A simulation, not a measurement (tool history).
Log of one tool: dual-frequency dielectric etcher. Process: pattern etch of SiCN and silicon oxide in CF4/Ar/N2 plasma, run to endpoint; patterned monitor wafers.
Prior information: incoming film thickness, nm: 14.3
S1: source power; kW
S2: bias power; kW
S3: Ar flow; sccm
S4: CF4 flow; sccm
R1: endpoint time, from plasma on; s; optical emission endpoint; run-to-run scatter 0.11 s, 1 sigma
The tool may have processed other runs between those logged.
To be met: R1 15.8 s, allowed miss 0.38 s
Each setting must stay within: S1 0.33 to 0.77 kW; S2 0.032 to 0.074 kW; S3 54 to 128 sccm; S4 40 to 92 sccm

{"run": 1, "hour": 0.0, "S1": 0.55, "S2": 0.053, "S3": 91, "S4": 66, "R1": 17.909}
{"run": 2, "hour": 3.8, "S1": 0.47, "S2": 0.053, "S3": 91, "S4": 66, "R1": 19.524}
{"run": 3, "hour": 4.4, "S1": 0.52, "S2": 0.054, "S3": 91, "S4": 66, "R1": 18.234}
{"run": 4, "hour": 7.4, "S1": 0.52, "S2": 0.054, "S3": 84, "S4": 66, "R1": 18.198}
{"run": 5, "hour": 13.7, "S1": 0.52, "S2": 0.054, "S3": 74, "S4": 66, "R1": 17.651}
{"run": 6, "hour": 19.5, "S1": 0.52, "S2": 0.051, "S3": 74, "S4": 66, "R1": 17.807}
{"run": 7, "hour": 27.5, "S1": 0.52, "S2": 0.051, "S3": 74, "S4": 66, "R1": 17.81}
{"run": 8, "hour": 35.6, "S1": 0.55, "S2": 0.051, "S3": 74, "S4": 66, "R1": 17.171}
{"run": 9, "hour": 43.3, "S1": 0.57, "S2": 0.051, "S3": 74, "S4": 66, "R1": 16.713}
{"run": 10, "hour": 51.4, "S1": 0.58, "S2": 0.051, "S3": 74, "S4": 66, "R1": 16.62}
{"run": 11, "hour": 57.8, "S1": 0.59, "S2": 0.051, "S3": 74, "S4": 66, "R1": 16.569}
{"run": 12, "hour": 65.2, "S1": 0.6, "S2": 0.051, "S3": 74, "S4": 66, "R1": 16.26}

Pick the move, out of 4, that brings all results within their allowed miss; only one does.
{"run": "A", "hour": 72.6, "S1": 0.58, "S2": 0.049, "S3": 69, "S4": 65, "R1": "?"}
{"run": "B", "hour": 72.6, "S1": 0.59, "S2": 0.057, "S3": 72, "S4": 71, "R1": "?"}
{"run": "C", "hour": 72.6, "S1": 0.59, "S2": 0.047, "S3": 78, "S4": 64, "R1": "?"}
{"run": "D", "hour": 72.6, "S1": 0.54, "S2": 0.052, "S3": 60, "S4": 62, "R1": "?"}

move=A R1=16.27
move=B R1=15.501
move=C R1=16.695
move=D R1=16.506
A: neither nearer nor further off than the last run
B: meets every target
C: moves away from the targets compared with the last run
D: moves away from the targets compared with the last run
Answer: B
